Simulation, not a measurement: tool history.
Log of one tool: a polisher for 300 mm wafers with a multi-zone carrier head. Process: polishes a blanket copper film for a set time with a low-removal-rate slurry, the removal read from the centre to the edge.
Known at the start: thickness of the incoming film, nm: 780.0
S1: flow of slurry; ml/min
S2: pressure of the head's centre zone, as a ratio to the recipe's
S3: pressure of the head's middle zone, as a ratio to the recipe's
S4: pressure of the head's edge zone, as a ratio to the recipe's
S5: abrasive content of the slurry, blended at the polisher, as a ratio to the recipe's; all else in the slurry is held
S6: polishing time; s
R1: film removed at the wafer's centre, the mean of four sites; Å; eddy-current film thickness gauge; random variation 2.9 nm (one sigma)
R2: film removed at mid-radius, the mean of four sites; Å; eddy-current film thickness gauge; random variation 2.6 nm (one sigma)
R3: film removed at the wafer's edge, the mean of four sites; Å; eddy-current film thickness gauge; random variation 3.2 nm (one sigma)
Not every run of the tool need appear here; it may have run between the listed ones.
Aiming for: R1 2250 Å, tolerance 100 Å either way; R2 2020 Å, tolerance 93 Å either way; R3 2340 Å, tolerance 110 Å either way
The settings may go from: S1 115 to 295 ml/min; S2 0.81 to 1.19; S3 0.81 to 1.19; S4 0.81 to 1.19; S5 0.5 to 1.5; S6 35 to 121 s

Run 1, hour 0: S1 190 ml/min, S2 1, S3 1, S4 1, S5 1, S6 78 s. Result: R1 2664.4 Å, R2 2724.7 Å, R3 2724.3 Å.
Run 2, hour 8.2: S1 185 ml/min, S2 1, S3 0.96, S4 0.99, S5 0.9, S6 77 s. Result: R1 2542.2 Å, R2 2595.7 Å, R3 2580.7 Å.
Run 3, hour 9.5: S1 180 ml/min, S2 1.01, S3 0.92, S4 1.02, S5 0.9, S6 74 s. Result: R1 2470.7 Å, R2 2342 Å, R3 2573.8 Å.
Run 4, hour 11.1: S1 180 ml/min, S2 1.01, S3 0.92, S4 1.06, S5 0.9, S6 74 s. Result: R1 2570.4 Å, R2 2435.9 Å, R3 2553.9 Å.
Run 5, hour 19.4: S1 180 ml/min, S2 1.01, S3 0.92, S4 1.06, S5 1.05, S6 74 s. Result: R1 2565.8 Å, R2 2390.4 Å, R3 2745.1 Å.
Run 6, hour 26: S1 180 ml/min, S2 1.08, S3 0.92, S4 1.06, S5 1.05, S6 74 s. Result: R1 2744.7 Å, R2 2476.4 Å, R3 2684.5 Å.
Run 7, hour 30.8: S1 175 ml/min, S2 1.06, S3 0.9, S4 1.04, S5 1, S6 73 s. Result: R1 2614 Å, R2 2354.4 Å, R3 2610 Å.
Run 8, hour 37.7: S1 175 ml/min, S2 1.06, S3 0.9, S4 1.04, S5 1, S6 73 s. Result: R1 2666 Å, R2 2397.1 Å, R3 2527.7 Å.
Run 9, hour 42: S1 175 ml/min, S2 1.03, S3 0.88, S4 1.04, S5 0.95, S6 72 s. Result: R1 2506.2 Å, R2 2315.1 Å, R3 2546 Å.
Run 10, hour 43.7: S1 170 ml/min, S2 1.03, S3 0.86, S4 1.05, S5 0.95, S6 70 s. Result: R1 2433.6 Å, R2 2145.4 Å, R3 2396 Å.
Run 11, hour 47.2: S1 165 ml/min, S2 1.02, S3 0.86, S4 1.05, S5 0.95, S6 70 s. Result: R1 2414.2 Å, R2 2092.9 Å, R3 2499.9 Å.
Run 12, hour 53.4: S1 165 ml/min, S2 1.01, S3 0.86, S4 1.04, S5 0.9, S6 70 s. Result: R1 2352.9 Å, R2 2110 Å, R3 2394.6 Å.

5 candidate next runs follow, results not yet known. Just one meets every target within its allowed miss. Identify it.
Run A, hour 59.6: S1 165 ml/min, S2 1.08, S3 0.96, S4 1.03, S5 0.55, S6 75 s. Result: R1 ?, R2 ?, R3 ?.
Run B, hour 59.6: S1 170 ml/min, S2 1.01, S3 0.87, S4 0.98, S5 0.55, S6 78 s. Result: R1 ?, R2 ?, R3 ?.
Run C, hour 59.6: S1 155 ml/min, S2 1.1, S3 0.93, S4 1, S5 0.7, S6 74 s. Result: R1 ?, R2 ?, R3 ?.
Run D, hour 59.6: S1 165 ml/min, S2 1.12, S3 0.86, S4 1.16, S5 0.8, S6 68 s. Result: R1 ?, R2 ?, R3 ?.
Run E, hour 59.6: S1 210 ml/min, S2 1.01, S3 0.85, S4 1.06, S5 0.75, S6 69 s. Result: R1 ?, R2 ?, R3 ?.

move      R1      R2      R3
   A  2412.1  2237.9  2315.1
   B  2352.7    2153  2361.9
   C    2509  2227.8  2340.3
   D  2426.4  1981.2  2382.6
   E  2260.3  2023.2  2332.8
A: its largest miss is bigger than the last run's
B: its largest miss is bigger than the last run's
C: its largest miss is bigger than the last run's
D: its largest miss is bigger than the last run's
E: meets every target
The move that meets every target is E.
